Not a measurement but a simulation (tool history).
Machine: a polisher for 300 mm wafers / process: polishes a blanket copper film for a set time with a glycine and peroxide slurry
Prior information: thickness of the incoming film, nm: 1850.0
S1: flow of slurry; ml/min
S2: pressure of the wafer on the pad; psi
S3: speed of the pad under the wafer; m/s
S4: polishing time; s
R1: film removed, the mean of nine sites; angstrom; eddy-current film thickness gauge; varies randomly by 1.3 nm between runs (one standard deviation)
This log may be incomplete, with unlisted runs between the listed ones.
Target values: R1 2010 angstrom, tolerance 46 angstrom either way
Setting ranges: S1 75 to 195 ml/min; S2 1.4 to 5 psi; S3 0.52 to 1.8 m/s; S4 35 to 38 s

run  hour   S1   S2    S3  S4      R1
  1     0  125  3.2  1.16  38  2397.5
  2   3.8   95  3.2  1.16  38  2256.7
  3   9.7   90  3.1  1.16  38    2162
  4  12.8   85  3.1  1.16  38  2097.6
  5  17.5   85  2.3  1.16  38  1634.3
  6  25.8   85  2.3  1.34  38  1866.1
  7  28.5   90  2.3  1.34  38  1860.6
  8  35.9  100  2.3  1.34  38  1932.4
  9  41.7  105  2.3  1.34  38  1946.7

Which single option among these 5 for the next run brings every result within its allowed miss of target? Just one does.
  A  47.5  100  2.5  1.32  35   ?
  B  47.5   75  2.4  1.56  37   ?
  C  47.5  105  2.2  1.36  38   ?
  D  47.5  110  2.4  1.24  38   ?
  E  47.5  105  2.4  1.42  38   ?

move      R1
   A  1863.7
   B  1973.3
   C  1885.9
   D  1910.8
   E  2099.4
A: misses by more than the last run did
B: every result within its allowed miss
C: misses by more than the last run did
D: misses by more than the last run did
E: takes the result that was furthest off past its target
Go with B: it meets all targets.

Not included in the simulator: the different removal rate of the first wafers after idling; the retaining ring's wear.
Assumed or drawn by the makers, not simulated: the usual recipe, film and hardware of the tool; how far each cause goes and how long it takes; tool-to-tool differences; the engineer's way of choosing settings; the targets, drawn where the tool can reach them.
